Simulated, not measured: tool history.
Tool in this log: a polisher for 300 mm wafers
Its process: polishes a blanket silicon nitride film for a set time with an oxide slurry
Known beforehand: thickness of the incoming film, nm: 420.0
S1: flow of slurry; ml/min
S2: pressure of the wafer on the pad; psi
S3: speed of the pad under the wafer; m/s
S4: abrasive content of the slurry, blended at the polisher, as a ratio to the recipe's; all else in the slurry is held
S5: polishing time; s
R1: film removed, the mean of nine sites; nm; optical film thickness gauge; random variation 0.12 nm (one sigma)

run	hour	S1	S2	S3	S4	S5	R1
1	0	235	4.3	1.14	1	32	22.499
2	5	185	4.3	1.14	1	32	21.384
3	11.5	185	3.6	1.14	1	32	18.155
4	13.5	185	3.6	1.14	0.85	32	17.241
5	18.7	185	2.9	1.14	0.85	32	13.879
6	24.4	185	2.9	1.14	1	32	15.021
7	25.6	200	3	1.14	1	32	15.514
8	34.3	215	3.1	1.14	1	32	16.235

Estimate the outcome of run 9 from the log above:
9	43.3	230	3.1	1.14	1	32	?

Run 9 came out at R1 16.407 nm.
